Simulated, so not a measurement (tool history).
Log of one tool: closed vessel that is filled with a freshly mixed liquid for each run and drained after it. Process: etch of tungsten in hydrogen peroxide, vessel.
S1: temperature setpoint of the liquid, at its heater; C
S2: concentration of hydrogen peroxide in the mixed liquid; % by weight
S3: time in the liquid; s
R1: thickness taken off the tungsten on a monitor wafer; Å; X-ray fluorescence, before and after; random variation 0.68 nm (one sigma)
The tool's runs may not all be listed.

Run 1, hour 0.0: S1 55 C, S2 25.0 % by weight, S3 30 s. Result: R1 811.40 Å.
Run 2, hour 1.4: S1 56 C, S2 25.0 % by weight, S3 30 s. Result: R1 857.27 Å.
Run 3, hour 2.6: S1 57 C, S2 25.0 % by weight, S3 30 s. Result: R1 907.80 Å.
Run 4, hour 4.6: S1 57 C, S2 28.5 % by weight, S3 30 s. Result: R1 976.83 Å.
Run 5, hour 9.8: S1 58 C, S2 28.5 % by weight, S3 30 s. Result: R1 1022.40 Å.
Run 6, hour 11.7: S1 55 C, S2 28.5 % by weight, S3 30 s. Result: R1 868.97 Å.
Run 7, hour 20.9: S1 56 C, S2 28.5 % by weight, S3 30 s. Result: R1 917.48 Å.
Run 8, hour 27.4: S1 57 C, S2 28.5 % by weight, S3 30 s. Result: R1 977.81 Å.

The next listed run, before its measurement:
Run 9, hour 36.4: S1 58 C, S2 28.5 % by weight, S3 30 s. Result: R1 ?.

{"run 9": {"R1": 1033.2}}

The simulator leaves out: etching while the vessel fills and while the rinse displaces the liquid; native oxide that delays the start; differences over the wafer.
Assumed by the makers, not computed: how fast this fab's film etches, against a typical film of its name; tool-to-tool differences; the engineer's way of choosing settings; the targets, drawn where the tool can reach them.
